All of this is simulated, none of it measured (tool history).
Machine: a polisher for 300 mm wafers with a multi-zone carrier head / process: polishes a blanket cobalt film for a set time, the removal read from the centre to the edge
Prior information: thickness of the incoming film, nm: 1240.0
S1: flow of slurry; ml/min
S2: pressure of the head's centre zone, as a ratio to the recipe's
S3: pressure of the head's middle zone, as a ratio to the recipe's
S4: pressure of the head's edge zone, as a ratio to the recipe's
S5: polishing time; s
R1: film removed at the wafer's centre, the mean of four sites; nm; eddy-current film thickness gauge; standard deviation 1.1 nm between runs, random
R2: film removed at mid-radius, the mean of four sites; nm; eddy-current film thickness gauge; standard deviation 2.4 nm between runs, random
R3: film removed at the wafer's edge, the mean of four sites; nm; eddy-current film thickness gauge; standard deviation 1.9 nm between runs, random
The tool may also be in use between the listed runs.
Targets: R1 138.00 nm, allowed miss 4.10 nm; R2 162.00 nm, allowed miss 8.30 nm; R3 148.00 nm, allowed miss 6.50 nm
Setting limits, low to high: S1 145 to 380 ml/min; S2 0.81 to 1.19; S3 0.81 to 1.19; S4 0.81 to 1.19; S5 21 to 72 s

run,hour,S1,S2,S3,S4,S5,R1,R2,R3
1,0.0,245,1.00,1.00,1.00,46,171.95,170.04,167.83
2,8.6,240,0.97,1.00,0.98,45,161.47,163.94,160.44
3,16.5,240,0.97,1.04,0.98,45,162.39,169.92,158.02
4,18.5,240,0.97,1.04,0.92,45,162.94,168.73,156.03
5,19.9,240,0.97,1.04,0.92,49,176.60,183.96,171.47
6,27.1,265,0.97,1.04,0.92,49,180.93,187.34,178.48
7,31.2,245,0.94,1.03,0.91,49,171.58,188.53,169.57
8,33.4,235,0.92,1.00,0.92,48,163.88,171.45,170.09
9,37.5,225,0.90,1.01,0.91,47,157.70,173.60,165.33
10,42.4,215,0.89,1.01,0.90,46,152.74,166.48,158.42
11,46.2,210,0.88,1.02,0.89,46,148.07,173.37,158.43

Consider the 5 candidate settings below. Which is the only one whose results all fall within their allowed miss of target?
A,50.0,260,0.83,0.94,0.86,47,?,?,?
B,50.0,160,0.84,0.99,0.81,46,?,?,?
C,50.0,225,0.85,1.09,0.91,46,?,?,?
D,50.0,200,0.89,1.11,0.83,45,?,?,?
E,50.0,260,0.82,0.92,0.87,48,?,?,?

move,R1,R2,R3
A,148.09,165.33,163.31
B,138.68,160.39,149.82
C,146.36,179.95,162.00
D,147.99,176.54,150.63
E,149.38,165.98,167.70
A: roughly where the last run was
B: every result lands within tolerance
C: closes in on the targets versus the last run, not all within tolerance yet
D: roughly where the last run was
E: moves away from the targets compared with the last run
Move B is the one to make.

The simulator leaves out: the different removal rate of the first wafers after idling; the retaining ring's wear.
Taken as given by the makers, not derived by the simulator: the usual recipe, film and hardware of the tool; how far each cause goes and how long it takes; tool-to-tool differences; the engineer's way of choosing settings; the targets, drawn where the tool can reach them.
